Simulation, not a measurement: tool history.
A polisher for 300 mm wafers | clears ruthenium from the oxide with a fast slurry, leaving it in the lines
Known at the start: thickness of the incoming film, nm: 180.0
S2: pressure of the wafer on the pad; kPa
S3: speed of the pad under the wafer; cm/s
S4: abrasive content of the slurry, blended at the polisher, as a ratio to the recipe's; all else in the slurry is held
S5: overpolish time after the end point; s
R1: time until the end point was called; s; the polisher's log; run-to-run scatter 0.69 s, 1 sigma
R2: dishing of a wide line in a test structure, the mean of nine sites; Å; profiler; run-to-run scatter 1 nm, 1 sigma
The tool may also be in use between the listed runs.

Run 1, day 0.000: flow of slurry (ml/min) 195, S2 23.4 kPa, S3 88 cm/s, S4 1.0, S5 28 s. Result: R1 36.025 s, R2 814.99 Å.
Run 2, day 0.146: flow of slurry (ml/min) 195, S2 22.8 kPa, S3 88 cm/s, S4 1.0, S5 30 s. Result: R1 37.721 s, R2 813.84 Å.
Run 3, day 0.412: flow of slurry (ml/min) 195, S2 26.2 kPa, S3 88 cm/s, S4 1.0, S5 30 s. Result: R1 32.630 s, R2 888.86 Å.
Run 4, day 0.517: flow of slurry (ml/min) 195, S2 23.4 kPa, S3 88 cm/s, S4 1.0, S5 30 s. Result: R1 37.122 s, R2 847.19 Å.
Run 5, day 0.675: flow of slurry (ml/min) 195, S2 22.8 kPa, S3 88 cm/s, S4 1.0, S5 31 s. Result: R1 37.849 s, R2 831.97 Å.
Run 6, day 0.704: flow of slurry (ml/min) 195, S2 22.8 kPa, S3 88 cm/s, S4 0.9, S5 31 s. Result: R1 39.096 s, R2 797.31 Å.
Run 7, day 0.767: flow of slurry (ml/min) 195, S2 22.1 kPa, S3 88 cm/s, S4 0.9, S5 32 s. Result: R1 40.883 s, R2 821.20 Å.
Run 8, day 0.908: flow of slurry (ml/min) 195, S2 21.4 kPa, S3 88 cm/s, S4 0.9, S5 33 s. Result: R1 42.356 s, R2 826.83 Å.
Run 9, day 0.979: flow of slurry (ml/min) 195, S2 20.7 kPa, S3 88 cm/s, S4 0.9, S5 34 s. Result: R1 44.389 s, R2 821.10 Å.

What does the tool deliver on the next run?
Run 10, day 1.238: flow of slurry (ml/min) 195, S2 20.7 kPa, S3 88 cm/s, S4 0.9, S5 35 s. Result: R1 ?, R2 ?.

R1: 44.780 s
R2: 832.02 Å
